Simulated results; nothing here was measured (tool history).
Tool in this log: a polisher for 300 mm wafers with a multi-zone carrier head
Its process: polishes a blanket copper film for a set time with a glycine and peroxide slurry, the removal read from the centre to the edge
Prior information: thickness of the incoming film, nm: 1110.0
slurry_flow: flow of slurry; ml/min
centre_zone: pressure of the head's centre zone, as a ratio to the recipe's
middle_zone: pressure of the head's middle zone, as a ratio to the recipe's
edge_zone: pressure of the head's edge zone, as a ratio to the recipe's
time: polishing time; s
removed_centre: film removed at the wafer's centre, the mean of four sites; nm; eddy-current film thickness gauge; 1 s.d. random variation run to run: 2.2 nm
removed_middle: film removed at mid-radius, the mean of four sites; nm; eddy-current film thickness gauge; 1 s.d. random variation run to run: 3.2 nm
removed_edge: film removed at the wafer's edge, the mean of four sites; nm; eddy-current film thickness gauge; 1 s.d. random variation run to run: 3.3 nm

run	hour	slurry_flow	centre_zone	middle_zone	edge_zone	time	removed_centre	removed_middle	removed_edge
1	0	285	1	1	1	68	429.26	440.22	429.31
2	5.5	240	1	1	1	68	420.32	423.13	426.86
3	8	190	1	1	1	68	416.28	413.46	415.87
4	15.5	190	1	1	0.96	68	407.39	416.07	409.82
5	19.8	190	1	1	0.96	78	472.67	477.12	465.84
6	25.4	190	0.92	1	0.96	78	436.21	476.14	470.98
7	30.6	200	0.86	1.07	0.86	59	309.26	383.83	335.63
8	39.5	205	0.85	1.03	0.82	53	279.47	330.72	298.84

Forecast run 9:
9	42	210	0.85	1.04	0.83	53	?	?	?

Run 9 yielded removed_centre 281.47 nm, removed_middle 341.52 nm, removed_edge 300.18 nm.

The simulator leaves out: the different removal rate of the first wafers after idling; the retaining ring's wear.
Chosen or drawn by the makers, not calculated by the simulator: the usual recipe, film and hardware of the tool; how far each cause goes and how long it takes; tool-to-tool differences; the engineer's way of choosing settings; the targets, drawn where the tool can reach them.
